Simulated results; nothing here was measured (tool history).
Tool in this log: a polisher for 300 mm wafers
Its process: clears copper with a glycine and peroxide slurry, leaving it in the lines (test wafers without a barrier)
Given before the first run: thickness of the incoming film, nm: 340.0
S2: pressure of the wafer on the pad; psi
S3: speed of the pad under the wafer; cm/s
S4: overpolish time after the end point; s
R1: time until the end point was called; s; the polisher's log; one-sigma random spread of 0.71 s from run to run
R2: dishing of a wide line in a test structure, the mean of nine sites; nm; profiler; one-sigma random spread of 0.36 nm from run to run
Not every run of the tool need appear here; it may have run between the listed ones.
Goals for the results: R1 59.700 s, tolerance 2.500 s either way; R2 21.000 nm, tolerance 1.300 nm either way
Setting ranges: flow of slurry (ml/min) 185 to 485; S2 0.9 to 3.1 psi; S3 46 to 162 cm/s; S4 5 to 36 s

{"run": 1, "hour": 0.0, "flow of slurry (ml/min)": 310, "S2": 2.0, "S3": 104, "S4": 18, "R1": 66.989, "R2": 61.184}
{"run": 2, "hour": 3.5, "flow of slurry (ml/min)": 275, "S2": 1.6, "S3": 122, "S4": 14, "R1": 69.981, "R2": 45.986}
{"run": 3, "hour": 5.8, "flow of slurry (ml/min)": 245, "S2": 1.4, "S3": 134, "S4": 11, "R1": 74.675, "R2": 34.664}
{"run": 4, "hour": 6.3, "flow of slurry (ml/min)": 245, "S2": 1.8, "S3": 134, "S4": 11, "R1": 60.749, "R2": 41.093}
{"run": 5, "hour": 14.6, "flow of slurry (ml/min)": 245, "S2": 1.3, "S3": 134, "S4": 11, "R1": 79.714, "R2": 32.721}
{"run": 6, "hour": 21.4, "flow of slurry (ml/min)": 225, "S2": 1.3, "S3": 142, "S4": 9, "R1": 76.387, "R2": 27.84}
{"run": 7, "hour": 26.1, "flow of slurry (ml/min)": 210, "S2": 1.4, "S3": 148, "S4": 8, "R1": 69.887, "R2": 27.014}
{"run": 8, "hour": 34.4, "flow of slurry (ml/min)": 200, "S2": 1.4, "S3": 152, "S4": 7, "R1": 69.25, "R2": 24.092}
{"run": 9, "hour": 43.1, "flow of slurry (ml/min)": 195, "S2": 1.5, "S3": 156, "S4": 6, "R1": 66.307, "R2": 21.957}
{"run": 10, "hour": 47.1, "flow of slurry (ml/min)": 195, "S2": 1.6, "S3": 158, "S4": 6, "R1": 60.526, "R2": 23.643}
{"run": 11, "hour": 48.8, "flow of slurry (ml/min)": 210, "S2": 1.5, "S3": 162, "S4": 5, "R1": 63.603, "R2": 19.46}
{"run": 12, "hour": 51.5, "flow of slurry (ml/min)": 210, "S2": 1.5, "S3": 162, "S4": 5, "R1": 62.391, "R2": 19.526}

Which of these 4 next moves meets every target?
{"run": "A", "hour": 54.2, "flow of slurry (ml/min)": 205, "S2": 1.6, "S3": 154, "S4": 6, "R1": "?", "R2": "?"}
{"run": "B", "hour": 54.2, "flow of slurry (ml/min)": 310, "S2": 1.5, "S3": 146, "S4": 5, "R1": "?", "R2": "?"}
{"run": "C", "hour": 54.2, "flow of slurry (ml/min)": 185, "S2": 1.4, "S3": 154, "S4": 6, "R1": "?", "R2": "?"}
{"run": "D", "hour": 54.2, "flow of slurry (ml/min)": 185, "S2": 1.7, "S3": 158, "S4": 5, "R1": "?", "R2": "?"}

move=A R1=62.902 R2=24.132
move=B R1=65.461 R2=19.587
move=C R1=71.114 R2=21.458
move=D R1=59.757 R2=21.378
A: moves the result that the last run missed by most past its target, out the other side
B: misses by more than the last run did
C: brings the result that was furthest off to its target, and leaves another outside
D: every result within its allowed miss
Go with D: it meets all targets.
